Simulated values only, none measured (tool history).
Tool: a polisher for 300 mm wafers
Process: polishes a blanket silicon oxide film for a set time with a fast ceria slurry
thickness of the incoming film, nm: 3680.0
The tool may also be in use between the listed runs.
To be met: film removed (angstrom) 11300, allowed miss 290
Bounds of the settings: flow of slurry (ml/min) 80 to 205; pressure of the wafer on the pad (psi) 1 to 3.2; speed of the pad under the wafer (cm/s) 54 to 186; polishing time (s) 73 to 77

| run | hour | flow of slurry (ml/min) | pressure of the wafer on the pad (psi) | speed of the pad under the wafer (cm/s) | polishing time (s) | film removed (angstrom) |
|---|---|---|---|---|---|---|
| 1 | 0 | 135 | 2.1 | 118 | 73 | 9059.7 |
| 2 | 7.5 | 135 | 1.8 | 118 | 73 | 7833.1 |
| 3 | 10.5 | 140 | 1.9 | 118 | 73 | 8265.5 |
| 4 | 14.3 | 140 | 1.4 | 118 | 73 | 6161 |
| 5 | 22.5 | 140 | 1.4 | 108 | 73 | 5637.1 |
| 6 | 23.9 | 140 | 1.4 | 108 | 77 | 5943.4 |
| 7 | 25.7 | 145 | 1.5 | 108 | 77 | 6379.4 |
| 8 | 32.3 | 145 | 1.6 | 108 | 77 | 6941.2 |
| 9 | 36.4 | 150 | 1.7 | 108 | 77 | 7229 |
| 10 | 43.2 | 150 | 1.8 | 108 | 77 | 7844.9 |
| 11 | 48.2 | 155 | 1.9 | 108 | 77 | 8305.5 |
| 12 | 53.6 | 155 | 1.9 | 108 | 77 | 8190 |
| 13 | 61.4 | 155 | 2 | 108 | 77 | 8468 |
| 14 | 62.2 | 155 | 2.1 | 108 | 77 | 9030.8 |
| 15 | 69.7 | 160 | 2.3 | 108 | 77 | 9839.2 |
| 16 | 74.5 | 160 | 2.5 | 108 | 77 | 10739 |

5 next moves are on the table. One of them brings every result within its allowed miss. Which?
| A | 79.3 | 180 | 2.7 | 112 | 77 | ? |
| B | 79.3 | 205 | 2.5 | 118 | 75 | ? |
| C | 79.3 | 150 | 2.2 | 118 | 77 | ? |
| D | 79.3 | 145 | 2.8 | 102 | 77 | ? |
| E | 79.3 | 130 | 3 | 110 | 75 | ? |

| move | film removed (angstrom) |
|---|---|
| A | 12128 |
| B | 11737 |
| C | 10146 |
| D | 11078 |
| E | 12160 |
A: takes the result that was furthest off past its target
B: takes the result that was furthest off past its target
C: further off than the last run
D: meets every target
E: takes the result that was furthest off past its target
The right move is D.
